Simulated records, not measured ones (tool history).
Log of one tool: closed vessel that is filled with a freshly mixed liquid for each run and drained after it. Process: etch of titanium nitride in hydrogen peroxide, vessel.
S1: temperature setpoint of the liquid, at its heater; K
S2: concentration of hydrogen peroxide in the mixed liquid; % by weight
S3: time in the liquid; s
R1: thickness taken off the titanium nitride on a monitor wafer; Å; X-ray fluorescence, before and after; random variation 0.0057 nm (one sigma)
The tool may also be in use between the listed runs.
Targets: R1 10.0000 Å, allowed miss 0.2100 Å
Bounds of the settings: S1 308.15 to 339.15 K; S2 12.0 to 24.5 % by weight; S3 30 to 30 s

run,hour,S1,S2,S3,R1
1,0.0,324.15,16.5,30,24.4600
2,3.2,324.15,13.0,30,23.2280
3,4.5,324.15,13.0,30,23.0780
4,7.5,324.15,13.0,30,23.5530
5,8.6,321.15,13.0,30,18.6530
6,10.5,321.15,14.5,30,19.0120
7,15.5,319.15,14.5,30,16.5210
8,18.2,311.15,14.5,30,8.9068
9,24.0,311.15,14.5,30,8.9510
10,28.8,311.65,14.5,30,9.2516
11,30.6,312.15,14.5,30,9.6712

Which of these 5 next moves meets every target?
A,32.4,311.65,14.5,30,?
B,32.4,311.65,15.0,30,?
C,32.4,312.15,13.5,30,?
D,32.4,310.15,21.5,30,?
E,32.4,311.65,20.0,30,?

move,R1
A,9.3675
B,9.4346
C,9.5929
D,9.0606
E,10.0290
A: further off than the last run
B: further off than the last run
C: further off than the last run
D: further off than the last run
E: meets every target
The right move is E.

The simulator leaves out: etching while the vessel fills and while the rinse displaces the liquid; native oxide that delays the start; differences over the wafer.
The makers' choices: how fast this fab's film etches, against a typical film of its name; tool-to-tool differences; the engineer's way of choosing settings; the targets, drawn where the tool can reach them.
